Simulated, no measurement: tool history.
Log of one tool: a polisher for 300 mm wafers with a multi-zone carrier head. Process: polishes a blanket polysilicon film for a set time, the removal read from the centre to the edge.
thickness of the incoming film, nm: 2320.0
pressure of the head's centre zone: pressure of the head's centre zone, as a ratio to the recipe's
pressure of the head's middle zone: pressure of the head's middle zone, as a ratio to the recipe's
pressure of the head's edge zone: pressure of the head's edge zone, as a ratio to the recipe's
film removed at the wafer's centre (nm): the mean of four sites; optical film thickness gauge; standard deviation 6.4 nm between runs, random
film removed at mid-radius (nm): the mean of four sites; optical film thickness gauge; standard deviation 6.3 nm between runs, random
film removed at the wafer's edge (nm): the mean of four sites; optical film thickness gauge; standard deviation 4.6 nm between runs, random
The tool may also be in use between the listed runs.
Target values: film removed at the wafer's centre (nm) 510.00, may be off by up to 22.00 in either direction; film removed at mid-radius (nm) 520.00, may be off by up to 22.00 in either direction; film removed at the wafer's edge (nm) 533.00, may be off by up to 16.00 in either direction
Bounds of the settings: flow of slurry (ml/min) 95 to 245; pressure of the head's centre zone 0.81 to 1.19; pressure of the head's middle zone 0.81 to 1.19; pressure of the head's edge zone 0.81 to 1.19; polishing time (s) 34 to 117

| run | hour | flow of slurry (ml/min) | pressure of the head's centre zone | pressure of the head's middle zone | pressure of the head's edge zone | polishing time (s) | film removed at the wafer's centre (nm) | film removed at mid-radius (nm) | film removed at the wafer's edge (nm) |
|---|---|---|---|---|---|---|---|---|---|
| 1 | 0.0 | 155 | 1.00 | 1.00 | 1.00 | 75 | 395.69 | 407.84 | 405.45 |
| 2 | 7.0 | 155 | 1.00 | 0.97 | 1.00 | 75 | 385.42 | 395.88 | 408.26 |
| 3 | 9.8 | 170 | 1.00 | 0.97 | 1.00 | 75 | 383.53 | 391.74 | 403.38 |
| 4 | 14.9 | 170 | 1.01 | 0.98 | 1.02 | 78 | 424.86 | 426.47 | 427.06 |
| 5 | 20.1 | 165 | 1.00 | 0.98 | 1.04 | 80 | 423.82 | 423.29 | 445.04 |
|  | 25.7 | worn pad replaced by a new one |
| 6 | 25.7 | 165 | 1.00 | 0.98 | 1.09 | 80 | 475.06 | 479.62 | 513.52 |
| 7 | 31.9 | 165 | 1.00 | 0.99 | 1.09 | 80 | 469.34 | 490.42 | 515.28 |
| 8 | 36.2 | 165 | 1.01 | 0.99 | 1.09 | 80 | 467.41 | 486.96 | 514.82 |
| 9 | 36.7 | 165 | 1.02 | 0.99 | 1.09 | 80 | 488.49 | 490.01 | 510.06 |

Next run, 4 choices. One meets every target within its allowed miss, the rest don't. Which?
| A | 37.2 | 125 | 1.06 | 1.01 | 1.03 | 87 | ? | ? | ? |
| B | 37.2 | 170 | 0.82 | 1.13 | 1.18 | 84 | ? | ? | ? |
| C | 37.2 | 190 | 0.93 | 0.97 | 1.07 | 79 | ? | ? | ? |
| D | 37.2 | 120 | 0.97 | 1.12 | 1.19 | 90 | ? | ? | ? |

| move | film removed at the wafer's centre (nm) | film removed at mid-radius (nm) | film removed at the wafer's edge (nm) |
|---|---|---|---|
| A | 518.99 | 523.51 | 529.43 |
| B | 453.20 | 572.04 | 561.44 |
| C | 462.19 | 484.55 | 507.85 |
| D | 507.56 | 583.47 | 586.45 |
A: all results in spec
B: takes the biggest miss from the last run beyond its target
C: moves away from the targets compared with the last run
D: takes the biggest miss from the last run beyond its target
Go with A: it meets all targets.
